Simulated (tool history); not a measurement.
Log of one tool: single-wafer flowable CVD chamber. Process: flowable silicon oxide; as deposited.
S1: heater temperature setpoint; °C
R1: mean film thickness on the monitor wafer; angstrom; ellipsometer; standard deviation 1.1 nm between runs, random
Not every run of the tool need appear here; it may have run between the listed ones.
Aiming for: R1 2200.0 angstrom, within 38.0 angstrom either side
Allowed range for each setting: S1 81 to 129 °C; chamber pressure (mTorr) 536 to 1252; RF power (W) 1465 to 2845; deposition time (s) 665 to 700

{"run": 1, "hour": 0.0, "S1": 105, "chamber pressure (mTorr)": 894, "RF power (W)": 2155, "deposition time (s)": 700, "R1": 3854.4}
{"run": 2, "hour": 8.6, "S1": 96, "chamber pressure (mTorr)": 894, "RF power (W)": 2155, "deposition time (s)": 700, "R1": 5270.8}
{"run": 3, "hour": 15.7, "S1": 102, "chamber pressure (mTorr)": 894, "RF power (W)": 2155, "deposition time (s)": 700, "R1": 4251.9}
{"run": 4, "hour": 19.8, "S1": 107, "chamber pressure (mTorr)": 893, "RF power (W)": 2155, "deposition time (s)": 700, "R1": 3577.4}
{"run": 5, "hour": 25.7, "S1": 101, "chamber pressure (mTorr)": 893, "RF power (W)": 2155, "deposition time (s)": 700, "R1": 4484.7}
{"run": 6, "hour": 28.1, "S1": 106, "chamber pressure (mTorr)": 892, "RF power (W)": 2155, "deposition time (s)": 700, "R1": 3661.1}
{"run": 7, "hour": 34.3, "S1": 118, "chamber pressure (mTorr)": 890, "RF power (W)": 2155, "deposition time (s)": 700, "R1": 2463.0}
{"run": 8, "hour": 38.8, "S1": 119, "chamber pressure (mTorr)": 890, "RF power (W)": 2155, "deposition time (s)": 700, "R1": 2392.3}
{"run": 9, "hour": 46.2, "S1": 120, "chamber pressure (mTorr)": 890, "RF power (W)": 2155, "deposition time (s)": 700, "R1": 2289.2}
{"run": 10, "hour": 50.9, "S1": 121, "chamber pressure (mTorr)": 890, "RF power (W)": 2155, "deposition time (s)": 700, "R1": 2231.6}

Consider the 4 candidate settings below. Which is the only one whose results all fall within their allowed miss of target?
{"run": "A", "hour": 55.6, "S1": 124, "chamber pressure (mTorr)": 1022, "RF power (W)": 2255, "deposition time (s)": 677, "R1": "?"}
{"run": "B", "hour": 55.6, "S1": 118, "chamber pressure (mTorr)": 854, "RF power (W)": 2160, "deposition time (s)": 678, "R1": "?"}
{"run": "C", "hour": 55.6, "S1": 129, "chamber pressure (mTorr)": 1145, "RF power (W)": 2395, "deposition time (s)": 700, "R1": "?"}
{"run": "D", "hour": 55.6, "S1": 118, "chamber pressure (mTorr)": 795, "RF power (W)": 2165, "deposition time (s)": 689, "R1": "?"}

move=A R1=2289.0
move=B R1=2316.1
move=C R1=2299.4
move=D R1=2207.7
A: its largest miss is bigger than the last run's
B: its largest miss is bigger than the last run's
C: its largest miss is bigger than the last run's
D: every result lands within tolerance
D meets every target.
